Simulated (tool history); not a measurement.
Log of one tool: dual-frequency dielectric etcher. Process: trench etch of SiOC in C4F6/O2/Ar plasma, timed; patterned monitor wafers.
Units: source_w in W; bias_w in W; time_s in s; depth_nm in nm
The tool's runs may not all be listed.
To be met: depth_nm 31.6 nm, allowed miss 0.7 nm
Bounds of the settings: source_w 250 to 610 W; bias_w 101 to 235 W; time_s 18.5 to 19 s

Run 1, hour 0: source_w 430 W, bias_w 168 W, time_s 18.5 s. Result: depth_nm 39.827 nm.
Run 2, hour 2.6: source_w 470 W, bias_w 168 W, time_s 18.5 s. Result: depth_nm 42.258 nm.
Run 3, hour 6.4: source_w 540 W, bias_w 168 W, time_s 18.5 s. Result: depth_nm 45.885 nm.
Run 4, hour 10.1: source_w 540 W, bias_w 168 W, time_s 18.5 s. Result: depth_nm 45.791 nm.
Run 5, hour 15.8: source_w 490 W, bias_w 163 W, time_s 18.5 s. Result: depth_nm 43.333 nm.
Run 6, hour 21.9: source_w 440 W, bias_w 153 W, time_s 18.5 s. Result: depth_nm 39.239 nm.
Run 7, hour 25.8: source_w 350 W, bias_w 144 W, time_s 18.5 s. Result: depth_nm 33.094 nm.
Run 8, hour 27.3: source_w 340 W, bias_w 144 W, time_s 18.5 s. Result: depth_nm 32.435 nm.

Which of these 4 next moves meets every target?
Run A, hour 28.8: source_w 350 W, bias_w 149 W, time_s 19 s. Result: depth_nm ?.
Run B, hour 28.8: source_w 340 W, bias_w 148 W, time_s 18.5 s. Result: depth_nm ?.
Run C, hour 28.8: source_w 320 W, bias_w 158 W, time_s 18.5 s. Result: depth_nm ?.
Run D, hour 28.8: source_w 330 W, bias_w 161 W, time_s 19 s. Result: depth_nm ?.

move  depth_nm
   A    34.386
   B    32.695
   C    31.969
   D    33.855
A: further off than the last run
B: further off than the last run
C: meets every target
D: further off than the last run
Move C is the one to make.

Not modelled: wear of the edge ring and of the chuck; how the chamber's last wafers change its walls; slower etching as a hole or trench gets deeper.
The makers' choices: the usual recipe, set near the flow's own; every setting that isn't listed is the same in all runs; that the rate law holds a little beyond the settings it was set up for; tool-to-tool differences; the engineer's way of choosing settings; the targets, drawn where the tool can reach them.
